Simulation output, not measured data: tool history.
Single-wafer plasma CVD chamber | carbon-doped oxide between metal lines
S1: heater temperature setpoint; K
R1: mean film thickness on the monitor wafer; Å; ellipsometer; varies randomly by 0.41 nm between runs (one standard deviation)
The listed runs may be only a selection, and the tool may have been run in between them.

{"run": 1, "day": 0.0, "S1": 648.15, "chamber pressure (Pa)": 628, "RF power (W)": 380, "deposition time (s)": 33.0, "R1": 1386.7}
{"run": 2, "day": 0.338, "S1": 648.15, "chamber pressure (Pa)": 731, "RF power (W)": 380, "deposition time (s)": 33.0, "R1": 1404.3}
{"run": 3, "day": 0.5, "S1": 651.15, "chamber pressure (Pa)": 696, "RF power (W)": 365, "deposition time (s)": 33.0, "R1": 1350.2}
{"run": 4, "day": 0.817, "S1": 653.15, "chamber pressure (Pa)": 663, "RF power (W)": 355, "deposition time (s)": 33.0, "R1": 1312.5}
{"run": 5, "day": 1.075, "S1": 655.15, "chamber pressure (Pa)": 636, "RF power (W)": 350, "deposition time (s)": 33.0, "R1": 1297.8}
{"run": 6, "day": 1.104, "S1": 656.15, "chamber pressure (Pa)": 623, "RF power (W)": 345, "deposition time (s)": 33.0, "R1": 1276.3}

For run 7, what comes out?
{"run": 7, "day": 1.196, "S1": 657.15, "chamber pressure (Pa)": 605, "RF power (W)": 340, "deposition time (s)": 33.0, "R1": "?"}

R1: 1264.0 Å

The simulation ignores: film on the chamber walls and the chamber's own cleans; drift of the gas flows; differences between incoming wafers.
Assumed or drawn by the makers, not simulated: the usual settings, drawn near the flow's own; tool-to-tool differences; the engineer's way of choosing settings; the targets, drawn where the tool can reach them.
